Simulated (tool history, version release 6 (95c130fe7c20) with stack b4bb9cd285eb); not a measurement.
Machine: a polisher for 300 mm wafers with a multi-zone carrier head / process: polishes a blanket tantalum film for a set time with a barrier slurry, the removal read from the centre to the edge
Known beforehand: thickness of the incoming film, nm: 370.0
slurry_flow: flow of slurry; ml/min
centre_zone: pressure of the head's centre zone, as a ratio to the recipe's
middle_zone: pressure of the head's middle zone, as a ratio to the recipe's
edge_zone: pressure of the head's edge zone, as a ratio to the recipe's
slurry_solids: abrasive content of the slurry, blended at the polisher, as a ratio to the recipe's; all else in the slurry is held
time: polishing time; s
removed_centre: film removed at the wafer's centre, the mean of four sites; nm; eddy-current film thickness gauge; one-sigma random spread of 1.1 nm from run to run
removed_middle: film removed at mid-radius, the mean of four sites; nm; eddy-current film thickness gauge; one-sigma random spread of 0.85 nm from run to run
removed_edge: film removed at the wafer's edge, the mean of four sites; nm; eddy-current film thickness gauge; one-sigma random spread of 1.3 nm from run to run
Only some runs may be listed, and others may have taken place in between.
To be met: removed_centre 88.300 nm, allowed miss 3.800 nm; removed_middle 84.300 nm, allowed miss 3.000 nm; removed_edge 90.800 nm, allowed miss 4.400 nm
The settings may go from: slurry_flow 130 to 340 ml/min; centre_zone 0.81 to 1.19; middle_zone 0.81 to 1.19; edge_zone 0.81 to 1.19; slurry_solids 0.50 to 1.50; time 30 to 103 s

| run | day | slurry_flow | centre_zone | middle_zone | edge_zone | slurry_solids | time | removed_centre | removed_middle | removed_edge |
|---|---|---|---|---|---|---|---|---|---|---|
| 1 | 0.000 | 220 | 1.00 | 1.00 | 1.00 | 1.00 | 66 | 123.080 | 114.180 | 112.080 |
| 2 | 0.196 | 220 | 0.99 | 0.99 | 0.99 | 0.95 | 66 | 117.760 | 114.130 | 108.610 |
| 3 | 0.371 | 215 | 0.99 | 0.97 | 1.00 | 0.90 | 65 | 110.240 | 107.880 | 108.770 |
| 4 | 0.571 | 215 | 1.02 | 0.97 | 1.00 | 0.90 | 65 | 115.590 | 106.320 | 105.280 |
| 5 | 0.900 | 210 | 1.02 | 0.96 | 1.00 | 0.85 | 65 | 113.500 | 104.180 | 104.690 |
| 6 | 1.100 | 210 | 1.02 | 0.95 | 0.99 | 0.80 | 65 | 108.860 | 101.770 | 101.950 |
|  | 1.183 | centre zone pressure recalibrated |
| 7 | 1.183 | 210 | 1.02 | 0.94 | 0.98 | 0.80 | 65 | 102.250 | 100.440 | 100.960 |
| 8 | 1.308 | 210 | 1.03 | 0.93 | 0.98 | 0.80 | 65 | 105.400 | 98.837 | 102.330 |
| 9 | 1.608 | 210 | 1.03 | 0.92 | 0.97 | 0.80 | 65 | 104.200 | 96.117 | 101.040 |
| 10 | 1.962 | 210 | 1.03 | 0.91 | 0.96 | 0.80 | 65 | 106.350 | 97.162 | 101.350 |
| 11 | 2.071 | 190 | 0.94 | 0.85 | 0.95 | 0.55 | 63 | 72.545 | 70.185 | 74.731 |
| 12 | 2.442 | 200 | 0.94 | 0.86 | 0.96 | 0.55 | 63 | 73.478 | 70.415 | 76.582 |
| 13 | 2.542 | 205 | 0.95 | 0.87 | 0.97 | 0.55 | 63 | 74.146 | 71.432 | 77.933 |
| 14 | 2.700 | 210 | 0.96 | 0.88 | 0.98 | 0.55 | 63 | 74.290 | 73.791 | 78.458 |
| 15 | 2.817 | 210 | 0.97 | 0.88 | 0.98 | 0.55 | 63 | 75.407 | 72.887 | 77.415 |
| 16 | 3.162 | 215 | 0.97 | 0.88 | 0.99 | 0.55 | 63 | 74.889 | 72.840 | 78.650 |
| 17 | 3.288 | 220 | 0.98 | 0.89 | 1.00 | 0.55 | 63 | 75.417 | 74.337 | 78.945 |
| 18 | 3.346 | 225 | 0.99 | 0.89 | 1.01 | 0.55 | 63 | 80.000 | 74.813 | 78.726 |
| 19 | 3.575 | 215 | 0.99 | 0.89 | 1.00 | 0.55 | 63 | 76.131 | 73.443 | 76.409 |
| 20 | 3.688 | 215 | 0.99 | 0.89 | 1.00 | 0.55 | 63 | 78.576 | 74.051 | 76.836 |
| 21 | 3.871 | 215 | 0.99 | 0.89 | 1.00 | 0.55 | 63 | 76.219 | 73.906 | 78.643 |
| 22 | 4.112 | 210 | 0.99 | 0.89 | 1.00 | 0.55 | 63 | 76.854 | 74.139 | 76.909 |
| 23 | 4.408 | 220 | 0.99 | 0.89 | 0.99 | 0.55 | 63 | 79.065 | 73.477 | 79.286 |
| 24 | 4.496 | 225 | 0.98 | 0.90 | 0.99 | 0.55 | 63 | 78.561 | 76.279 | 79.283 |
| 25 | 4.850 | 230 | 0.98 | 0.90 | 0.98 | 0.55 | 63 | 77.836 | 74.938 | 76.869 |
| 26 | 5.029 | 225 | 0.99 | 0.90 | 0.99 | 0.55 | 63 | 78.226 | 75.900 | 76.195 |

Exactly one of the 4 candidate moves below puts every result within its allowed miss. Which one?
| A | 5.208 | 265 | 1.06 | 0.81 | 0.99 | 0.60 | 63 | ? | ? | ? |
| B | 5.208 | 200 | 0.99 | 0.89 | 1.03 | 0.55 | 73 | ? | ? | ? |
| C | 5.208 | 225 | 0.89 | 0.94 | 0.94 | 0.65 | 66 | ? | ? | ? |
| D | 5.208 | 250 | 0.99 | 1.04 | 0.88 | 0.55 | 70 | ? | ? | ? |

| move | removed_centre | removed_middle | removed_edge |
|---|---|---|---|
| A | 92.301 | 75.670 | 85.750 |
| B | 89.633 | 83.877 | 92.053 |
| C | 83.576 | 90.065 | 90.890 |
| D | 89.129 | 92.044 | 83.967 |
A: closes in on the targets versus the last run, not all within tolerance yet
B: all results in spec
C: meets the target for the result that was furthest off, but another lies outside its allowed miss
D: closes in on the targets versus the last run, not all within tolerance yet
So the answer is move B, the one that meets all the targets.
